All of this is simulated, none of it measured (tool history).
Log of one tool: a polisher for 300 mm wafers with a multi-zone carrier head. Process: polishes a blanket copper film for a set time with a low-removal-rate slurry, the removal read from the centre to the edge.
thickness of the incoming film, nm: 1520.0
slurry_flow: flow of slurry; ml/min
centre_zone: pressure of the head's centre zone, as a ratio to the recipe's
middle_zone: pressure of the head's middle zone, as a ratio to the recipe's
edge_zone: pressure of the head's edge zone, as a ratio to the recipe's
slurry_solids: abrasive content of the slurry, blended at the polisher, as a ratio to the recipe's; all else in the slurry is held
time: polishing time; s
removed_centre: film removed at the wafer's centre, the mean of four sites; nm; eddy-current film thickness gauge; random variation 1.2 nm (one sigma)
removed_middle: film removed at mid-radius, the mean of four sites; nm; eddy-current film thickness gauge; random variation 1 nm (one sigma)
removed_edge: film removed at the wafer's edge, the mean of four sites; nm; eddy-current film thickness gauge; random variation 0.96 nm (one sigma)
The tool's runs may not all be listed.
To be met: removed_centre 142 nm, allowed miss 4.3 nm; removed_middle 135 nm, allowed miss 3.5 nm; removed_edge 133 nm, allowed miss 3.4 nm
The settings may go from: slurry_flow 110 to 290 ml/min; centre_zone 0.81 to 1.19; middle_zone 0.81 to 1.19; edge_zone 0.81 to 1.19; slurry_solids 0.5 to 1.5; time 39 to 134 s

run,hour,slurry_flow,centre_zone,middle_zone,edge_zone,slurry_solids,time,removed_centre,removed_middle,removed_edge
1,0,185,1,1,1,1,86,242.43,250.48,244.96
2,8,185,1,1,0.92,1,86,246.17,244.32,237.69
3,9.3,185,0.95,1,0.92,1,86,234.27,245.3,235.47
4,14.2,230,0.95,1,0.92,1,86,244.84,255.39,244.89
5,23.1,220,0.95,0.99,0.9,0.95,81,223.86,237.11,222.46
6,28.2,220,0.95,0.99,0.98,0.95,81,222.71,237.54,231.68
7,33.4,210,0.96,0.97,0.96,0.9,77,207.41,214.23,214.39
8,40.7,205,0.97,0.97,0.94,0.85,74,197.66,207.04,196.19
9,46.5,195,0.97,0.95,0.93,0.8,72,192.42,189.32,187.39
10,47.1,190,0.96,0.94,0.92,0.75,70,180.39,178.17,178.97
11,55.1,185,0.96,0.94,0.91,0.7,68,168.17,171.88,168.02
12,58.3,180,0.96,0.93,0.9,0.65,67,162.84,160.99,160.3

Which of these 4 next moves meets every target?
A,61.5,150,0.96,0.86,0.9,0.65,60,?,?,?
B,61.5,180,1,0.91,0.91,0.65,52,?,?,?
C,61.5,165,0.98,0.99,0.82,0.75,52,?,?,?
D,61.5,160,1,0.94,0.87,0.5,61,?,?,?

move,removed_centre,removed_middle,removed_edge
A,141.36,131.97,140.86
B,132.79,124.2,125.85
C,133,136.37,123.25
D,141.07,135.9,132.05
A: nearer than the last run, and not there yet
B: takes the result that was furthest off past its target
C: takes the result that was furthest off past its target
D: meets every target
Answer: D

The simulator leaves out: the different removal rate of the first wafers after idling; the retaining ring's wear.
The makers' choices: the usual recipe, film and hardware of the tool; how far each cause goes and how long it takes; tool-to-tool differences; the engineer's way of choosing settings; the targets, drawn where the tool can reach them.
